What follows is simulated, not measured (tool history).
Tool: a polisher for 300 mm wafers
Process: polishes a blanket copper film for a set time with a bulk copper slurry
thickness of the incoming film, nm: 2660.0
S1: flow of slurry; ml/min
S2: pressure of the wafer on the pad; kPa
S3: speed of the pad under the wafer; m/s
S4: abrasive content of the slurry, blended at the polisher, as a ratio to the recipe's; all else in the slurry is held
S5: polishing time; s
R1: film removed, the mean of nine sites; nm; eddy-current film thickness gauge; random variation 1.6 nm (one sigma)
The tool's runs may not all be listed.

run,hour,S1,S2,S3,S4,S5,R1
1,0,200,17.2,1.26,1,62,520.2
2,8.7,200,17.2,1.46,1,62,601.1
3,12,200,17.2,1.46,1,62,600.89
4,16.4,190,14.5,1.36,1,62,471.88
5,18.4,180,12.4,1.28,1,62,381.53
6,25.6,180,12.4,1.28,1,62,381.27
7,33.6,170,11,1.26,1,62,332.53

Run 8 comes next. What will it give?
8,35.9,160,10.3,1.26,1,62,?

Run 8 gave R1 307.56 nm.
